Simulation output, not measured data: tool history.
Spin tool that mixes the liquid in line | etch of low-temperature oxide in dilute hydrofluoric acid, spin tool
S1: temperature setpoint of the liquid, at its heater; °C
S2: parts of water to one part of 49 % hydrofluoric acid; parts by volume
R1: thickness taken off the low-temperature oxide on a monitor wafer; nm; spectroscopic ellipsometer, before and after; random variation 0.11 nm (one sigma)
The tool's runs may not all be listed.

Run 1, hour 0.0: S1 24.0 °C, S2 260 parts by volume, time under the liquid (s) 290. Result: R1 11.566 nm.
Run 2, hour 7.7: S1 24.0 °C, S2 215 parts by volume, time under the liquid (s) 290. Result: R1 14.688 nm.
Run 3, hour 13.4: S1 27.5 °C, S2 215 parts by volume, time under the liquid (s) 290. Result: R1 16.600 nm.
Run 4, hour 20.6: S1 29.0 °C, S2 215 parts by volume, time under the liquid (s) 290. Result: R1 17.383 nm.
Run 5, hour 28.8: S1 30.0 °C, S2 180 parts by volume, time under the liquid (s) 290. Result: R1 22.631 nm.
Run 6, hour 34.5: S1 30.5 °C, S2 165 parts by volume, time under the liquid (s) 290. Result: R1 25.541 nm.
Run 7, hour 40.5: S1 30.5 °C, S2 165 parts by volume, time under the liquid (s) 290. Result: R1 25.472 nm.
Run 8, hour 45.8: S1 31.0 °C, S2 155 parts by volume, time under the liquid (s) 290. Result: R1 27.981 nm.

The next listed run, before its measurement:
Run 9, hour 52.4: S1 31.5 °C, S2 150 parts by volume, time under the liquid (s) 290. Result: R1 ?.

R1: 29.784 nm
